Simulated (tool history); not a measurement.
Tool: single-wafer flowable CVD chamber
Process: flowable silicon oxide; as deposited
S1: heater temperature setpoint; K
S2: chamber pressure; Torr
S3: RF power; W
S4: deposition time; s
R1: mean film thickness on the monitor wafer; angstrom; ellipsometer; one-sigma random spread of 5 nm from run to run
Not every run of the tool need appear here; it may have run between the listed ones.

{"run": 1, "day": 0.0, "S1": 368.15, "S2": 0.917, "S3": 1505, "S4": 1199, "R1": 8651.9}
{"run": 2, "day": 0.029, "S1": 368.15, "S2": 0.917, "S3": 1505, "S4": 1199, "R1": 8691.7}
{"run": 3, "day": 0.329, "S1": 368.15, "S2": 0.806, "S3": 1505, "S4": 1199, "R1": 7652.8}
{"run": 4, "day": 0.583, "S1": 368.15, "S2": 0.806, "S3": 1505, "S4": 1199, "R1": 7646.1}
{"run": 5, "day": 0.883, "S1": 368.15, "S2": 0.806, "S3": 1410, "S4": 1199, "R1": 7518.1}
{"run": 6, "day": 1.079, "S1": 358.15, "S2": 0.806, "S3": 1410, "S4": 1199, "R1": 10014}
{"run": 7, "day": 1.171, "S1": 355.15, "S2": 0.81, "S3": 1410, "S4": 1199, "R1": 10930}
{"run": 8, "day": 1.371, "S1": 353.15, "S2": 0.814, "S3": 1410, "S4": 1199, "R1": 11641}
{"run": 9, "day": 1.638, "S1": 351.15, "S2": 0.817, "S3": 1410, "S4": 1199, "R1": 12337}

Run 10 comes next. What will it give?
{"run": 10, "day": 1.825, "S1": 349.15, "S2": 0.82, "S3": 1410, "S4": 1199, "R1": "?"}

For run 10 the tool returned R1 12947 angstrom.
